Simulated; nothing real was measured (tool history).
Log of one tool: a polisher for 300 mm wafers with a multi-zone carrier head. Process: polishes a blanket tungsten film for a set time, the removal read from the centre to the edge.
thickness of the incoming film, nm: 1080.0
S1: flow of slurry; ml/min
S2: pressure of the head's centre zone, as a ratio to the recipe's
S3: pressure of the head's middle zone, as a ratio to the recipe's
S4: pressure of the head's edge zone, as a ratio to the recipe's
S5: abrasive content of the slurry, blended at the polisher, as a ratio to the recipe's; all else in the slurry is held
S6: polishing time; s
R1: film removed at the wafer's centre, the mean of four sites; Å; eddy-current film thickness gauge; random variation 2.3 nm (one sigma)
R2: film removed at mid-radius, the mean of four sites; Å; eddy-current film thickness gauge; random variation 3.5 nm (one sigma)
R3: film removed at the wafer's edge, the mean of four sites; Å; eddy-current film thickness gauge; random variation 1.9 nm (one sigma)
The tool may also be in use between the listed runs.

run 1 hour=0 | S1=220 S2=1 S3=1 S4=1 S5=1 S6=70 | R1=2924.1 R2=2922.1 R3=2936.4
run 2 hour=1.3 | S1=215 S2=0.99 S3=0.99 S4=0.98 S5=0.95 S6=70 | R1=2849.1 R2=2761.3 R3=2909.1
run 3 hour=5.6 | S1=215 S2=0.99 S3=1.01 S4=0.96 S5=0.9 S6=69 | R1=2705.7 R2=2746.5 R3=2755.7
run 4 hour=13 | S1=215 S2=0.99 S3=1.01 S4=0.96 S5=0.9 S6=77 | R1=3116.7 R2=2996.4 R3=3068.7
run 5 hour=16.4 | S1=210 S2=0.98 S3=1.02 S4=0.94 S5=0.85 S6=77 | R1=3008.9 R2=2987.9 R3=2959.4
run 6 hour=25.3 | S1=205 S2=0.96 S3=1.01 S4=0.92 S5=0.8 S6=77 | R1=2878.9 R2=2844.5 R3=2905.6
run 7 hour=26.8 | S1=200 S2=0.95 S3=1.01 S4=0.9 S5=0.75 S6=77 | R1=2759.6 R2=2873.1 R3=2749.3
run 8 hour=34.8 | S1=195 S2=0.94 S3=0.99 S4=0.89 S5=0.75 S6=77 | R1=2748.5 R2=2816.2 R3=2725.8

Run 9 comes next. What will it give?
run 9 hour=41.5 | S1=195 S2=0.94 S3=0.99 S4=0.89 S5=0.75 S6=77 | R1=? R2=? R3=?

Run 9 gave R1 2719.3 Å, R2 2798.2 Å, R3 2761.6 Å.

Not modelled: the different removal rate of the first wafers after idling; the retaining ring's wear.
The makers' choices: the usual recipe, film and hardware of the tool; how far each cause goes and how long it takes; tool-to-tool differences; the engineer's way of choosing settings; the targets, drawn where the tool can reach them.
